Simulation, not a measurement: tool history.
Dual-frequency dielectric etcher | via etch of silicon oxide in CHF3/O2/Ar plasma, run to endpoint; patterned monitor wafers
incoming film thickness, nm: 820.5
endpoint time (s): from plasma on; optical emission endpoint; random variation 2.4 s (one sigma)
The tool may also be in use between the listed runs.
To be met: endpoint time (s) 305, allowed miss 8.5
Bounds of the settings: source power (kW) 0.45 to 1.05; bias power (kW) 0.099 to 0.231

run	hour	source power (kW)	bias power (kW)	endpoint time (s)
1	0	0.75	0.165	362.76
2	5.3	0.82	0.172	340.2
3	10.4	0.82	0.153	350.24
4	13.7	0.82	0.127	367.18
5	14.8	0.89	0.135	348.11
6	15.6	0.8	0.135	370.97
7	16.7	0.87	0.14	354.34
8	23.3	0.92	0.151	333.3
9	26.3	0.95	0.154	330.92
10	27.9	0.98	0.16	323.18

Which of these 4 next moves meets every target?
A	29.5	0.88	0.155	?
B	29.5	1.05	0.205	?
C	29.5	1.05	0.211	?
D	29.5	1.05	0.161	?

move	endpoint time (s)
A	339.27
B	287.11
C	284.66
D	307.67
A: further off than the last run
B: takes the result that was furthest off past its target
C: takes the result that was furthest off past its target
D: meets every target
Move D is the one to make.
